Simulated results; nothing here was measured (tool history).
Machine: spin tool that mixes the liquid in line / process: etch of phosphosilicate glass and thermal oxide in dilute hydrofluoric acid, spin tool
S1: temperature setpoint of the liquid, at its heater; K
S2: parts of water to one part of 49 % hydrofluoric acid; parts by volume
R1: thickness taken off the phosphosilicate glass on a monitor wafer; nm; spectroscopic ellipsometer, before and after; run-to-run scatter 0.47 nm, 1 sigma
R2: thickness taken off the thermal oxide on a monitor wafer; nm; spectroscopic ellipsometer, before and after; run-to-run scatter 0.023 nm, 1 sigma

Run 1, hour 0.0: S1 295.15 K, S2 60 parts by volume, time under the liquid (s) 30. Result: R1 52.657 nm, R2 2.2287 nm.
Run 2, hour 2.6: S1 295.15 K, S2 60 parts by volume, time under the liquid (s) 20. Result: R1 35.105 nm, R2 1.4657 nm.
Run 3, hour 8.1: S1 297.15 K, S2 55 parts by volume, time under the liquid (s) 20. Result: R1 41.382 nm, R2 1.7295 nm.
Run 4, hour 10.4: S1 297.15 K, S2 75 parts by volume, time under the liquid (s) 20. Result: R1 29.219 nm, R2 1.2534 nm.
Run 5, hour 13.5: S1 297.15 K, S2 90 parts by volume, time under the liquid (s) 20. Result: R1 24.137 nm, R2 1.0292 nm.
Run 6, hour 15.6: S1 298.65 K, S2 80 parts by volume, time under the liquid (s) 20. Result: R1 29.491 nm, R2 1.2540 nm.
Run 7, hour 18.3: S1 299.65 K, S2 70 parts by volume, time under the liquid (s) 20. Result: R1 34.773 nm, R2 1.5174 nm.
Run 8, hour 26.1: S1 299.65 K, S2 60 parts by volume, time under the liquid (s) 20. Result: R1 41.574 nm, R2 1.7632 nm.
Run 9, hour 33.0: S1 300.65 K, S2 55 parts by volume, time under the liquid (s) 20. Result: R1 47.701 nm, R2 2.0286 nm.
Run 10, hour 34.4: S1 301.15 K, S2 50 parts by volume, time under the liquid (s) 20. Result: R1 53.838 nm, R2 2.2915 nm.
Run 11, hour 42.2: S1 301.15 K, S2 50 parts by volume, time under the liquid (s) 20. Result: R1 54.210 nm, R2 2.3088 nm.

Run 12 has not been measured yet. What should we expect?
Run 12, hour 43.6: S1 301.65 K, S2 50 parts by volume, time under the liquid (s) 20. Result: R1 ?, R2 ?.

Run 12 produced R1 54.842 nm, R2 2.3429 nm.
